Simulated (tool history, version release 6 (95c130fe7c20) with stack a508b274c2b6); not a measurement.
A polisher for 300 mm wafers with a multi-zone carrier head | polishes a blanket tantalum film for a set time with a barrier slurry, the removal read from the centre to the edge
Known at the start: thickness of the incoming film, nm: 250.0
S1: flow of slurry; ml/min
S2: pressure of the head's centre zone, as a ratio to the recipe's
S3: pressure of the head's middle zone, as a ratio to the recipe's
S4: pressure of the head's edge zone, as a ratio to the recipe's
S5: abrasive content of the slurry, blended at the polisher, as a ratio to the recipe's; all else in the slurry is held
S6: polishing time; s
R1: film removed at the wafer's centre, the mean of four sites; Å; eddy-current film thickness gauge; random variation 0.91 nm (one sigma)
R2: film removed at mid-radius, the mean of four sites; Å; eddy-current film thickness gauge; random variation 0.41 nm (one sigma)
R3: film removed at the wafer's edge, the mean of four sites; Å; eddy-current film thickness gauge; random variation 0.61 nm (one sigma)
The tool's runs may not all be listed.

{"run": 1, "hour": 0.0, "S1": 245, "S2": 1.0, "S3": 1.0, "S4": 1.0, "S5": 1.0, "S6": 72, "R1": 846.19, "R2": 863.65, "R3": 846.61}
{"run": 2, "hour": 3.7, "S1": 245, "S2": 1.0, "S3": 1.08, "S4": 1.0, "S5": 1.0, "S6": 72, "R1": 848.94, "R2": 930.71, "R3": 856.23}
{"run": 3, "hour": 11.2, "S1": 245, "S2": 0.93, "S3": 1.08, "S4": 1.0, "S5": 1.0, "S6": 72, "R1": 782.44, "R2": 920.32, "R3": 856.16}
{"run": 4, "hour": 19.6, "S1": 240, "S2": 0.96, "S3": 1.02, "S4": 0.98, "S5": 0.95, "S6": 72, "R1": 793.13, "R2": 869.77, "R3": 830.52}
{"run": 5, "hour": 25.9, "S1": 240, "S2": 0.96, "S3": 1.02, "S4": 0.91, "S5": 0.95, "S6": 72, "R1": 795.89, "R2": 868.7, "R3": 811.47}
{"run": 6, "hour": 33.0, "S1": 240, "S2": 0.96, "S3": 0.94, "S4": 0.91, "S5": 0.95, "S6": 72, "R1": 800.0, "R2": 812.46, "R3": 820.48}
{"run": 7, "hour": 33.8, "S1": 235, "S2": 0.98, "S3": 0.91, "S4": 0.9, "S5": 0.9, "S6": 72, "R1": 785.31, "R2": 780.5, "R3": 794.91}

The next listed run, before its measurement:
{"run": 8, "hour": 42.1, "S1": 235, "S2": 0.98, "S3": 0.91, "S4": 0.9, "S5": 0.9, "S6": 72, "R1": "?", "R2": "?", "R3": "?"}

Run 8 gave R1 801.99 Å, R2 769.11 Å, R3 802.03 Å.
